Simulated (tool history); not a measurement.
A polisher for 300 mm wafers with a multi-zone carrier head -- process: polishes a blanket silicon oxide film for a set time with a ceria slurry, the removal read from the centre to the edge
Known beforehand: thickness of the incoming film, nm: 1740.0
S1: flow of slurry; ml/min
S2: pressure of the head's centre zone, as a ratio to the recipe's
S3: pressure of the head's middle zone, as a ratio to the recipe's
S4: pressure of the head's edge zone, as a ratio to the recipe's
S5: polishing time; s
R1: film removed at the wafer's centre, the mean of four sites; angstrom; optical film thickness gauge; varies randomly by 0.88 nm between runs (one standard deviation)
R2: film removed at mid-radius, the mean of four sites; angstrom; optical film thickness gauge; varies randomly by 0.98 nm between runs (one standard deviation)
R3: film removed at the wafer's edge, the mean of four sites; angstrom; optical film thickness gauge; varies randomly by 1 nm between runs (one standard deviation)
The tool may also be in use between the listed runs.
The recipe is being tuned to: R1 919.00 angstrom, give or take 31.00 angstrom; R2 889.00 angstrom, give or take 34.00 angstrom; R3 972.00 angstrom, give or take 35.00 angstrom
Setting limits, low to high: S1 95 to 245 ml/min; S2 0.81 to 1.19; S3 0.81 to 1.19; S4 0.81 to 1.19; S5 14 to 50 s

| run | hour | S1 | S2 | S3 | S4 | S5 | R1 | R2 | R3 |
|---|---|---|---|---|---|---|---|---|---|
| 1 | 0.0 | 155 | 1.00 | 1.00 | 1.00 | 32 | 1905.50 | 1919.30 | 1948.90 |
| 2 | 3.1 | 140 | 0.98 | 0.97 | 0.97 | 28 | 1599.70 | 1624.50 | 1649.90 |
| 3 | 10.6 | 140 | 0.98 | 0.91 | 0.97 | 28 | 1604.50 | 1556.60 | 1652.60 |
| 4 | 17.9 | 130 | 0.97 | 0.89 | 0.96 | 25 | 1414.20 | 1337.20 | 1426.60 |
| 5 | 18.6 | 155 | 0.97 | 0.89 | 0.96 | 25 | 1468.90 | 1342.70 | 1466.60 |
| 6 | 20.8 | 155 | 0.94 | 0.88 | 0.94 | 23 | 1302.30 | 1227.00 | 1364.00 |
| 7 | 24.9 | 130 | 0.92 | 0.88 | 0.84 | 14 | 744.53 | 729.30 | 787.31 |
| 8 | 30.1 | 150 | 0.92 | 0.88 | 0.85 | 14 | 775.72 | 759.92 | 785.44 |
| 9 | 37.6 | 150 | 0.92 | 0.88 | 0.88 | 14 | 776.83 | 746.32 | 799.44 |
| 10 | 44.4 | 155 | 0.92 | 0.89 | 0.92 | 14 | 789.46 | 767.40 | 840.17 |
| 11 | 52.9 | 155 | 0.92 | 0.89 | 0.92 | 14 | 787.59 | 770.98 | 840.19 |
| 12 | 57.4 | 165 | 0.93 | 0.90 | 0.94 | 14 | 807.61 | 784.09 | 842.99 |
| 13 | 64.2 | 195 | 0.93 | 0.92 | 1.04 | 17 | 1007.10 | 1023.30 | 1084.30 |
| 14 | 70.2 | 185 | 0.93 | 0.91 | 1.02 | 17 | 988.04 | 972.44 | 1060.50 |
| 15 | 77.2 | 175 | 0.93 | 0.91 | 1.00 | 17 | 988.09 | 983.78 | 1044.70 |
| 16 | 82.9 | 170 | 0.93 | 0.90 | 0.98 | 17 | 982.80 | 940.11 | 1040.30 |
| 17 | 87.4 | 165 | 0.93 | 0.90 | 0.97 | 17 | 968.45 | 970.63 | 1019.40 |
| 18 | 94.8 | 165 | 0.92 | 0.89 | 0.96 | 17 | 954.26 | 940.23 | 1025.00 |
| 19 | 102.3 | 160 | 0.92 | 0.89 | 0.95 | 17 | 947.83 | 939.26 | 1017.20 |
| 20 | 105.1 | 155 | 0.92 | 0.89 | 0.94 | 17 | 960.56 | 935.92 | 994.43 |

Exercise: of the 5 proposed moves below, exactly one satisfies all targets within the stated allowed misses. Which move is it?
| A | 107.9 | 120 | 0.97 | 0.85 | 0.84 | 18 | ? | ? | ? |
| B | 107.9 | 220 | 0.87 | 0.95 | 1.12 | 16 | ? | ? | ? |
| C | 107.9 | 120 | 0.95 | 0.86 | 0.81 | 19 | ? | ? | ? |
| D | 107.9 | 95 | 0.89 | 0.97 | 0.84 | 20 | ? | ? | ? |
| E | 107.9 | 150 | 0.90 | 0.86 | 0.90 | 17 | ? | ? | ? |

| move | R1 | R2 | R3 |
|---|---|---|---|
| A | 967.62 | 908.12 | 976.18 |
| B | 908.29 | 997.72 | 1064.70 |
| C | 1005.50 | 967.95 | 1016.20 |
| D | 925.59 | 1045.70 | 1029.50 |
| E | 918.67 | 914.15 | 983.90 |
A: the worst result of the last run now meets its target, but another is out of spec
B: misses by more than the last run did
C: misses by more than the last run did
D: misses by more than the last run did
E: meets every target
E is the move that brings every result within its allowed miss.

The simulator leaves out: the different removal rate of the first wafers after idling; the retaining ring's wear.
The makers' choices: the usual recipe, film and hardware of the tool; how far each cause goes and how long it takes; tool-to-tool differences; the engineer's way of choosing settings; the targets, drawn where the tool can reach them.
